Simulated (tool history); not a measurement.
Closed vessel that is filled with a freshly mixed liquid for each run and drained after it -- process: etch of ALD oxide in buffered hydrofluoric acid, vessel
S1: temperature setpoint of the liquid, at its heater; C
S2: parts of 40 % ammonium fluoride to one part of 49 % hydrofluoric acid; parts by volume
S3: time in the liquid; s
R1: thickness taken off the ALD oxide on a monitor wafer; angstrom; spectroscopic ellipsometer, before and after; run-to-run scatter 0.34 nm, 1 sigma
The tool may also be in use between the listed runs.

Run 1, hour 0: S1 25 C, S2 22 parts by volume, S3 30 s. Result: R1 228.11 angstrom.
Run 2, hour 2.4: S1 26.5 C, S2 18.5 parts by volume, S3 30 s. Result: R1 284.69 angstrom.
Run 3, hour 4.8: S1 27.5 C, S2 16 parts by volume, S3 30 s. Result: R1 349.6 angstrom.
Run 4, hour 9.8: S1 27.5 C, S2 16 parts by volume, S3 30 s. Result: R1 346.8 angstrom.
Run 5, hour 17.4: S1 27.5 C, S2 13 parts by volume, S3 30 s. Result: R1 424.23 angstrom.
Run 6, hour 20.4: S1 27.5 C, S2 13 parts by volume, S3 30 s. Result: R1 422.9 angstrom.
Run 7, hour 24: S1 28.5 C, S2 12.5 parts by volume, S3 30 s. Result: R1 466.95 angstrom.
Run 8, hour 25.3: S1 29.5 C, S2 12.5 parts by volume, S3 30 s. Result: R1 497.48 angstrom.
Run 9, hour 27.1: S1 30 C, S2 12.5 parts by volume, S3 30 s. Result: R1 501.21 angstrom.

Forecast run 10:
Run 10, hour 34.5: S1 30.5 C, S2 12.5 parts by volume, S3 30 s. Result: R1 ?.

Run 10 yielded R1 515.55 angstrom.
